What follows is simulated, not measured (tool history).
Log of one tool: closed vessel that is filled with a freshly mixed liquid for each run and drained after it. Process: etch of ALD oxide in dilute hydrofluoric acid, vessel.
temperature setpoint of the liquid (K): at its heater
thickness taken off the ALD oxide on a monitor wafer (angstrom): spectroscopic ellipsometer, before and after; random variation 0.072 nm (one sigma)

run,hour,temperature setpoint of the liquid (K),parts of water to one part of 49 % hydrofluoric acid (parts by volume),time in the liquid (s),thickness taken off the ALD oxide on a monitor wafer (angstrom)
1,0.0,294.15,280,140,56.745
2,1.3,296.15,270,140,63.492
3,4.9,296.15,270,95,43.520
4,11.8,295.15,225,95,52.017
# hour 14.6: hydrofluoric acid flow meter replaced
5,14.6,297.15,225,95,62.620
6,21.8,298.65,220,95,68.246
7,26.2,298.65,220,95,68.069

Forecast run 8:
8,33.6,299.65,215,95,?

Run 8 gave thickness taken off the ALD oxide on a monitor wafer (angstrom) 72.691.
